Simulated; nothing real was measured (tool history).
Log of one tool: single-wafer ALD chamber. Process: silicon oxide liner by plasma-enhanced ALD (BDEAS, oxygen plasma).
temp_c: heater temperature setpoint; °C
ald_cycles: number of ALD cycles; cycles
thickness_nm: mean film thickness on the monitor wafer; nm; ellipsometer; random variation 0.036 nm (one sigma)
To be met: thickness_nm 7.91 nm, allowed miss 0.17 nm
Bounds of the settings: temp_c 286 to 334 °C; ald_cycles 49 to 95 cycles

run    day  temp_c  ald_cycles  thickness_nm
  1      0     310          72        6.7224
  2  0.217     310          82        7.7193
  3  0.454     310          78        7.3136
  4  0.696     310          71         6.624
  5  1.008     309          75        7.0537
  6  1.333     300          75        7.1367
  7  1.521     300          75         7.128
  8  1.654     300          77        7.3227
  9  2.017     300          79        7.4906
 10  2.217     300          80        7.5993
 11  2.408     300          81        7.7208

Which of these 4 next moves meets every target?
  A  2.6     292          81             ?
  B  2.6     307          79             ?
  C  2.6     301          79             ?
  D  2.6     303          79             ?

move  thickness_nm
   A        7.9428
   B        7.4739
   C        7.5342
   D        7.5141
A: meets every target
B: further off than the last run
C: further off than the last run
D: further off than the last run
Answer: A
